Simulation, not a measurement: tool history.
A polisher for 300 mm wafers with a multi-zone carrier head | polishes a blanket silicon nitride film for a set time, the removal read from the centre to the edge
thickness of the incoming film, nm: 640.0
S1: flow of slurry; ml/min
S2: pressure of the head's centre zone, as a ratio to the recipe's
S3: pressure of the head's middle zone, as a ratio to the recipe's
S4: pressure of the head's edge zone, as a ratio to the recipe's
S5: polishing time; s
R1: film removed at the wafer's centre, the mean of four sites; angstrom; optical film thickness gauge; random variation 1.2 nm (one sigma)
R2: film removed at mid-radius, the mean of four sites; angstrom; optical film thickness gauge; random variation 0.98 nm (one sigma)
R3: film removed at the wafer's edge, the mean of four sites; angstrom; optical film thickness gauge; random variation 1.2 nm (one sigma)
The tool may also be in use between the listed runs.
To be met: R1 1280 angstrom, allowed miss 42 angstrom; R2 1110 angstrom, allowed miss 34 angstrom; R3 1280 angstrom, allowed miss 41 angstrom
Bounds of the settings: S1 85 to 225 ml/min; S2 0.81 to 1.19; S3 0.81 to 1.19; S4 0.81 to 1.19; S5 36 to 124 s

run,hour,S1,S2,S3,S4,S5,R1,R2,R3
1,0,145,1,1,1,79,1294.6,1358.8,1348.6
2,7.5,125,1,1,1,79,1214.2,1273.6,1308.8
3,8.1,120,1.03,0.97,1,79,1200,1237.9,1298.5
4,11.2,120,1.03,1.05,1,79,1222.7,1317.1,1309.9
5,15.5,150,1.03,1.05,1,79,1336.1,1428,1361.8
6,17.8,135,1.08,0.99,1,79,1329.7,1314.3,1347.2
7,26.5,125,1.11,0.95,0.99,79,1340,1228.2,1327.8
8,27.4,115,1.12,0.93,0.99,79,1300,1178.4,1284.3

Which of these 5 next moves meets every target?
A,28.3,125,1.1,0.81,1.19,76,?,?,?
B,28.3,100,1.09,0.85,0.9,85,?,?,?
C,28.3,95,1.04,0.95,1.11,85,?,?,?
D,28.3,120,1.19,0.81,1.13,77,?,?,?
E,28.3,125,1.17,0.94,0.96,76,?,?,?

move,R1,R2,R3
A,1255.9,1029.2,1400.4
B,1252.3,1095.6,1291.3
C,1162.5,1174,1407.5
D,1353.1,1026.8,1368.1
E,1337.6,1163.6,1255.8
A: takes the result that was furthest off past its target
B: meets every target
C: further off than the last run
D: takes the result that was furthest off past its target
E: nearer than the last run, and not there yet
Move B is the one to make.

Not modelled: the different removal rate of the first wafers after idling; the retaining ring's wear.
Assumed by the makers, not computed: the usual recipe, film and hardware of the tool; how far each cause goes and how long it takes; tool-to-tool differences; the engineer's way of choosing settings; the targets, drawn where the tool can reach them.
